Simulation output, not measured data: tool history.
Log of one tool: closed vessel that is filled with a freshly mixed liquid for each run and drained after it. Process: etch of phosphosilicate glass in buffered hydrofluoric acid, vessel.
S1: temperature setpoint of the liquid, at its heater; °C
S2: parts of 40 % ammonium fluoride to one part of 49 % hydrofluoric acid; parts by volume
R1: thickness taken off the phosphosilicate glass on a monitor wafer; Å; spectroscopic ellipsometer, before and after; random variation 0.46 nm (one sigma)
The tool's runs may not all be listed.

Run 1, hour 0: S1 24 °C, S2 19.5 parts by volume, time in the liquid (s) 30. Result: R1 495.71 Å.
Run 2, hour 0.9: S1 24.5 °C, S2 19.5 parts by volume, time in the liquid (s) 30. Result: R1 506.65 Å.
Run 3, hour 6.9: S1 24.5 °C, S2 21.5 parts by volume, time in the liquid (s) 30. Result: R1 462.92 Å.
Run 4, hour 8.8: S1 25.5 °C, S2 21.5 parts by volume, time in the liquid (s) 30. Result: R1 483.95 Å.
Run 5, hour 17.6: S1 27 °C, S2 21.5 parts by volume, time in the liquid (s) 30. Result: R1 526.82 Å.
Run 6, hour 23.7: S1 27.5 °C, S2 21.5 parts by volume, time in the liquid (s) 30. Result: R1 543.39 Å.
Run 7, hour 27: S1 28 °C, S2 21.5 parts by volume, time in the liquid (s) 30. Result: R1 547.79 Å.

Forecast run 8:
Run 8, hour 32: S1 28.5 °C, S2 21.5 parts by volume, time in the liquid (s) 30. Result: R1 ?.

R1: 572.8 Å
